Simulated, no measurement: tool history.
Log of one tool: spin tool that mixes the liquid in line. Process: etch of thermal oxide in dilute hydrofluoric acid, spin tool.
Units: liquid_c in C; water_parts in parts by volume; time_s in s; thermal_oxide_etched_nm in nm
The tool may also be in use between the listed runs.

Run 1, hour 0: liquid_c 24 C, water_parts 60 parts by volume, time_s 295 s. Result: thermal_oxide_etched_nm 25.158 nm.
Run 2, hour 7.4: liquid_c 21.5 C, water_parts 60 parts by volume, time_s 295 s. Result: thermal_oxide_etched_nm 22.641 nm.
Run 3, hour 13.1: liquid_c 23.5 C, water_parts 55 parts by volume, time_s 300 s. Result: thermal_oxide_etched_nm 27.331 nm.
Run 4, hour 20.4: liquid_c 25 C, water_parts 50 parts by volume, time_s 305 s. Result: thermal_oxide_etched_nm 33.634 nm.
Run 5, hour 24.9: liquid_c 25 C, water_parts 65 parts by volume, time_s 305 s. Result: thermal_oxide_etched_nm 24.391 nm.
Run 6, hour 32.8: liquid_c 27 C, water_parts 65 parts by volume, time_s 305 s. Result: thermal_oxide_etched_nm 26.868 nm.

Forecast run 7:
Run 7, hour 37.2: liquid_c 31 C, water_parts 40 parts by volume, time_s 320 s. Result: thermal_oxide_etched_nm ?.

{"run 7": {"thermal_oxide_etched_nm": 54.948}}
